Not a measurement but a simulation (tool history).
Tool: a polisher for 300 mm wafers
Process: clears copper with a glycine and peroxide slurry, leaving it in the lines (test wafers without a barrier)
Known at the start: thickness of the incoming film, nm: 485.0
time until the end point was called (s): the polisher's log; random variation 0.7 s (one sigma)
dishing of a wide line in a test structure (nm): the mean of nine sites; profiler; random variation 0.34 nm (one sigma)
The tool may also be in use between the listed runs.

run	hour	flow of slurry (ml/min)	pressure of the wafer on the pad (kPa)	speed of the pad under the wafer (cm/s)	overpolish time after the end point (s)	time until the end point was called (s)	dishing of a wide line in a test structure (nm)
1	0	310	14.5	112	10	87.402	15.436
2	8.5	310	14.5	132	10	78.157	14.858
3	17.2	310	14.5	132	6	78.351	12.825
4	19.4	310	15.2	132	7	76.402	13.545
5	25.1	310	15.9	132	7	73.226	13.46
6	27.5	310	15.9	104	7	85.706	13.17
7	32.7	310	16.5	104	7	81.973	12.935

Forecast run 8:
8	34.9	310	17.2	104	8	?	?

{"run 8": {"time until the end point was called (s)": 83.057, "dishing of a wide line in a test structure (nm)": 14.018}}
